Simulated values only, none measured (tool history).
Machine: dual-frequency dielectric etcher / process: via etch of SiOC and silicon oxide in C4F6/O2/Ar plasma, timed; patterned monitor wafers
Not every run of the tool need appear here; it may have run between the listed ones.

run,hour,source power (kW),bias power (kW),etch time (s),mean etch depth across the wafer (angstrom)
1,0,0.43,0.131,79.5,872.04
2,7,0.47,0.136,80,925.81
3,9.2,0.47,0.136,79.5,923.57
4,13.4,0.47,0.136,83,962.5
5,21.3,0.47,0.126,83,936.28
6,26.9,0.47,0.126,79.5,894.87
7,31,0.5,0.13,79.5,927.45
8,34.9,0.52,0.133,79.5,953.89

Run 9 is up next; what results do you expect?
9,41.2,0.53,0.135,79.5,?

{"run 9": {"mean etch depth across the wafer (angstrom)": 966.45}}
